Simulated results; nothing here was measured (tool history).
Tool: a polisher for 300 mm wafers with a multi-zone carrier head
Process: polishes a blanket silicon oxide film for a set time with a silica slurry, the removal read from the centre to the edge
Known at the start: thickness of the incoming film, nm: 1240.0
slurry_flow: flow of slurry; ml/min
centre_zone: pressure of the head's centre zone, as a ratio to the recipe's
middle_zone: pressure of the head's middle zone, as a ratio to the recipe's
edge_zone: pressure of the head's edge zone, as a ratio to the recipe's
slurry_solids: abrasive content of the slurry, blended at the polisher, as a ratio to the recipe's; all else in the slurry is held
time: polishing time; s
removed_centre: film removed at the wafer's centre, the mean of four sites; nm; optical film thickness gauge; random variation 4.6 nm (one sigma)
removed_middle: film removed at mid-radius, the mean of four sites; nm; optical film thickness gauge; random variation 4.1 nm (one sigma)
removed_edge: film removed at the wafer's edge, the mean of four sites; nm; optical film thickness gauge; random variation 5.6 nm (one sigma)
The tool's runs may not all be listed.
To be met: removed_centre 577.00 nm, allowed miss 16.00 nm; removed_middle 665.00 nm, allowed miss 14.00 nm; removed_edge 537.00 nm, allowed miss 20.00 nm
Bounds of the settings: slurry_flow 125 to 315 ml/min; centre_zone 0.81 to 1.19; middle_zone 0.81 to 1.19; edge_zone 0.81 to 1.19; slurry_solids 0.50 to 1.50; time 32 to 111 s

Run 1, hour 0.0: slurry_flow 205 ml/min, centre_zone 1.00, middle_zone 1.00, edge_zone 1.00, slurry_solids 1.00, time 71 s. Result: removed_centre 355.43 nm, removed_middle 357.20 nm, removed_edge 352.93 nm.
Run 2, hour 2.6: slurry_flow 205 ml/min, centre_zone 1.00, middle_zone 1.00, edge_zone 1.00, slurry_solids 0.80, time 71 s. Result: removed_centre 309.99 nm, removed_middle 311.70 nm, removed_edge 308.83 nm.
Run 3, hour 8.2: slurry_flow 215 ml/min, centre_zone 1.00, middle_zone 1.02, edge_zone 1.00, slurry_solids 0.90, time 72 s. Result: removed_centre 342.40 nm, removed_middle 350.24 nm, removed_edge 333.66 nm.
Run 4, hour 13.6: slurry_flow 220 ml/min, centre_zone 1.00, middle_zone 1.04, edge_zone 1.01, slurry_solids 0.95, time 72 s. Result: removed_centre 353.04 nm, removed_middle 367.63 nm, removed_edge 355.57 nm.
Run 5, hour 20.7: slurry_flow 220 ml/min, centre_zone 1.00, middle_zone 1.08, edge_zone 1.01, slurry_solids 0.95, time 72 s. Result: removed_centre 354.45 nm, removed_middle 383.68 nm, removed_edge 343.14 nm.
Run 6, hour 23.8: slurry_flow 225 ml/min, centre_zone 1.00, middle_zone 1.09, edge_zone 1.02, slurry_solids 1.00, time 72 s. Result: removed_centre 363.15 nm, removed_middle 395.48 nm, removed_edge 361.39 nm.
Run 7, hour 31.1: slurry_flow 230 ml/min, centre_zone 1.00, middle_zone 1.10, edge_zone 1.01, slurry_solids 1.05, time 73 s. Result: removed_centre 382.23 nm, removed_middle 413.06 nm, removed_edge 383.28 nm.
Run 8, hour 36.5: slurry_flow 220 ml/min, centre_zone 1.00, middle_zone 1.11, edge_zone 0.99, slurry_solids 1.10, time 75 s. Result: removed_centre 403.40 nm, removed_middle 438.87 nm, removed_edge 392.73 nm.
Run 9, hour 37.1: slurry_flow 220 ml/min, centre_zone 1.00, middle_zone 1.12, edge_zone 0.98, slurry_solids 1.15, time 76 s. Result: removed_centre 412.52 nm, removed_middle 460.02 nm, removed_edge 402.29 nm.
Run 10, hour 44.2: slurry_flow 220 ml/min, centre_zone 1.00, middle_zone 1.13, edge_zone 0.97, slurry_solids 1.20, time 77 s. Result: removed_centre 424.28 nm, removed_middle 474.66 nm, removed_edge 415.74 nm.
Run 11, hour 51.2: slurry_flow 220 ml/min, centre_zone 1.00, middle_zone 1.13, edge_zone 0.97, slurry_solids 1.20, time 77 s. Result: removed_centre 427.80 nm, removed_middle 478.13 nm, removed_edge 420.71 nm.
Run 12, hour 58.6: slurry_flow 220 ml/min, centre_zone 1.00, middle_zone 1.14, edge_zone 0.96, slurry_solids 1.25, time 78 s. Result: removed_centre 437.75 nm, removed_middle 493.41 nm, removed_edge 425.03 nm.

4 next moves are on the table. One of them brings every result within its allowed miss. Which?
Run A, hour 66.0: slurry_flow 210 ml/min, centre_zone 0.90, middle_zone 1.19, edge_zone 1.01, slurry_solids 1.30, time 103 s. Result: removed_centre ?, removed_middle ?, removed_edge ?.
Run B, hour 66.0: slurry_flow 160 ml/min, centre_zone 1.01, middle_zone 1.19, edge_zone 1.04, slurry_solids 1.35, time 101 s. Result: removed_centre ?, removed_middle ?, removed_edge ?.
Run C, hour 66.0: slurry_flow 245 ml/min, centre_zone 1.01, middle_zone 1.19, edge_zone 0.93, slurry_solids 1.35, time 96 s. Result: removed_centre ?, removed_middle ?, removed_edge ?.
Run D, hour 66.0: slurry_flow 290 ml/min, centre_zone 0.91, middle_zone 1.19, edge_zone 1.01, slurry_solids 1.45, time 97 s. Result: removed_centre ?, removed_middle ?, removed_edge ?.

move  removed_centre  removed_middle  removed_edge
   A          536.61          693.91        582.68
   B          579.58          669.35        575.42
   C          581.67          668.12        537.45
   D          555.01          707.21        589.10
A: takes the result that was furthest off past its target
B: brings the result that was furthest off to its target, and leaves another outside
C: meets every target
D: takes the result that was furthest off past its target
Answer: C

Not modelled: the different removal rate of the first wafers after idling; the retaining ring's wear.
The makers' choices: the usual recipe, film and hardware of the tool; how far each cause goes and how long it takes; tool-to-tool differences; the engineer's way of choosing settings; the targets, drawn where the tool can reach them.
